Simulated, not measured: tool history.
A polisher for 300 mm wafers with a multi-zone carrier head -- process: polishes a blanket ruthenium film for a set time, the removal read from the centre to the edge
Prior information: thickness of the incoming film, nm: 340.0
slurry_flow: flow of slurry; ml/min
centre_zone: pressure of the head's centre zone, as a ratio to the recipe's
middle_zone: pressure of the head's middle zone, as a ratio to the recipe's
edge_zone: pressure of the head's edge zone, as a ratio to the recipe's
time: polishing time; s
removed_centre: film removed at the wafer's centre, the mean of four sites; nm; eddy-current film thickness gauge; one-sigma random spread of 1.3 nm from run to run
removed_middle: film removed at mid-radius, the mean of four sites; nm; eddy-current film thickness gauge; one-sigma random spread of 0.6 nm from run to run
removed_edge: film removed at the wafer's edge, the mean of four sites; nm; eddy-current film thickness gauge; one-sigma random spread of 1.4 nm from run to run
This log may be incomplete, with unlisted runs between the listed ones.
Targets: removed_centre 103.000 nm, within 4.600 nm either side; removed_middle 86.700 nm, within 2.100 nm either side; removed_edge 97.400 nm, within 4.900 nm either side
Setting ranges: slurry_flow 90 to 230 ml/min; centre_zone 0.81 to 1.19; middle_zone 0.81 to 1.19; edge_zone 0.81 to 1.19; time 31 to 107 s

| run | day | slurry_flow | centre_zone | middle_zone | edge_zone | time | removed_centre | removed_middle | removed_edge |
|---|---|---|---|---|---|---|---|---|---|
| 1 | 0.000 | 150 | 1.00 | 1.00 | 1.00 | 69 | 97.097 | 97.696 | 96.569 |
| 2 | 0.271 | 140 | 1.02 | 0.98 | 1.01 | 69 | 99.365 | 94.809 | 99.033 |
| 3 | 0.446 | 140 | 1.02 | 1.06 | 1.01 | 69 | 99.547 | 101.460 | 96.691 |
| 4 | 0.546 | 130 | 1.04 | 1.03 | 1.01 | 69 | 99.846 | 97.942 | 98.550 |
| 5 | 0.796 | 130 | 1.04 | 1.03 | 1.01 | 79 | 114.260 | 111.010 | 111.720 |
| 6 | 1.150 | 130 | 0.97 | 1.03 | 1.01 | 79 | 107.680 | 113.130 | 115.130 |
| 7 | 1.379 | 130 | 0.99 | 0.99 | 0.99 | 77 | 108.080 | 105.410 | 108.290 |
| 8 | 1.512 | 125 | 0.99 | 0.96 | 0.98 | 76 | 101.240 | 100.810 | 109.410 |
| 9 | 1.608 | 130 | 1.02 | 0.94 | 0.96 | 75 | 105.060 | 97.486 | 104.350 |
| 10 | 1.975 | 125 | 1.03 | 0.92 | 0.94 | 75 | 108.200 | 94.597 | 104.530 |
| 11 | 2.029 | 125 | 1.03 | 0.91 | 0.92 | 74 | 105.190 | 93.093 | 100.860 |
| 12 | 2.050 | 120 | 1.03 | 0.90 | 0.91 | 74 | 104.420 | 91.389 | 100.620 |
| 13 | 2.358 | 115 | 1.03 | 0.89 | 0.90 | 74 | 101.240 | 88.972 | 101.110 |
| 14 | 2.417 | 115 | 1.04 | 0.89 | 0.89 | 74 | 104.450 | 89.796 | 98.349 |

Which of these 4 next moves meets every target?
| A | 2.475 | 115 | 1.04 | 0.90 | 0.90 | 76 | ? | ? | ? |
| B | 2.475 | 110 | 1.05 | 0.94 | 0.82 | 75 | ? | ? | ? |
| C | 2.475 | 115 | 1.13 | 0.96 | 0.82 | 72 | ? | ? | ? |
| D | 2.475 | 115 | 1.05 | 0.87 | 0.94 | 73 | ? | ? | ? |

| move | removed_centre | removed_middle | removed_edge |
|---|---|---|---|
| A | 103.810 | 93.885 | 101.280 |
| B | 101.920 | 94.822 | 96.028 |
| C | 106.960 | 93.828 | 92.994 |
| D | 100.650 | 87.676 | 98.784 |
A: its largest miss is bigger than the last run's
B: its largest miss is bigger than the last run's
C: its largest miss is bigger than the last run's
D: every result within its allowed miss
The right move is D.
